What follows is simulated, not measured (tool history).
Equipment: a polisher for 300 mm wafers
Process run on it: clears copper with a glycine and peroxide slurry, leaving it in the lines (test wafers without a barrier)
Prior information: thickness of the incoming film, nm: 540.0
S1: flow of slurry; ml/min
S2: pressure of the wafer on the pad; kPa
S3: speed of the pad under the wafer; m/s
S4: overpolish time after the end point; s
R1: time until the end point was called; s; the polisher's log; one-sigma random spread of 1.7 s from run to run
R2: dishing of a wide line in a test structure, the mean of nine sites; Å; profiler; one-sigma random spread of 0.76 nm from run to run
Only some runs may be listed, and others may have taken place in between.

run  hour   S1    S2    S3  S4      R1      R2
  1     0  265  18.6  0.86  11   131.8  283.59
  2   8.3  265  14.5  0.86  11     161  236.57
  3  14.7  265  14.5     1  11  150.38  262.15
  4  19.1  335  14.5     1  11  147.26  262.24
  5  28.1  335  14.5     1  13  146.14     309
  6  30.7  335  15.2  1.02  13  139.13  316.95
  7  37.7  335  15.9  1.04  13  128.91  328.42
  8  40.6  335  16.5  1.04  14   127.8  365.43
  9  43.8  335  17.2  1.04  14     120   365.7
 10  45.8  335  17.2  1.04  14  124.56  380.66
 11  54.3  335  17.2  1.04  14  123.32  370.34
 12  60.1  330  22.1  1.06  18  99.939  558.55
 13  62.2  330  22.8  1.08  19  95.179  600.32

Forecast run 14:
 14  68.3  330  23.4  1.08  19   ?   ?

R1: 92.773 s
R2: 604.26 Å
